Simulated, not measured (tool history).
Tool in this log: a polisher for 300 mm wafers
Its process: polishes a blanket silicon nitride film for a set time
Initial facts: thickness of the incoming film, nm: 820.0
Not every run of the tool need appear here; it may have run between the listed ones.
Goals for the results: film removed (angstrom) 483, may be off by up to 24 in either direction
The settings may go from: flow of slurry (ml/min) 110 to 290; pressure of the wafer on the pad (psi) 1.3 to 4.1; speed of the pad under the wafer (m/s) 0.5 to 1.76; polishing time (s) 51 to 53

run    day  flow of slurry (ml/min)  pressure of the wafer on the pad (psi)  speed of the pad under the wafer (m/s)  polishing time (s)  film removed (angstrom)
  1      0                      185                                     2.7                                    1.12                  51                   600.61
  2  0.317                      185                                     2.7                                    1.12                  51                   576.72
  3  0.546                      185                                     2.7                                    1.12                  51                   589.11
  4  0.754                      185                                     2.7                                    1.26                  51                   633.57
  5  0.975                      185                                     2.7                                    1.26                  53                   667.86
  6  1.033                      185                                     2.5                                    1.24                  53                   614.73
  7  1.104                      185                                     2.3                                    1.24                  53                   556.57
  8  1.246                      185                                     2.2                                    1.24                  53                   550.38
  9  1.388                      185                                     2.1                                    1.24                  53                   521.41
     1.658  -- worn pad replaced by a new one
 10  1.658                      185                                       2                                    1.24                  53                   525.86

Consider the 4 candidate settings below. Which is the only one whose results all fall within their allowed miss of target?
  A  1.929                      205                                     2.1                                     1.3                  51                        ?
  B  1.929                      185                                     2.3                                    1.14                  53                        ?
  C  1.929                      170                                     2.3                                    1.02                  51                        ?
  D  1.929                      250                                     1.8                                    1.38                  53                        ?

move  film removed (angstrom)
   A                   560.59
   B                   560.84
   C                   486.96
   D                   545.92
A: moves away from the targets compared with the last run
B: moves away from the targets compared with the last run
C: hits every target within its allowed miss
D: moves away from the targets compared with the last run
Go with C: it meets all targets.
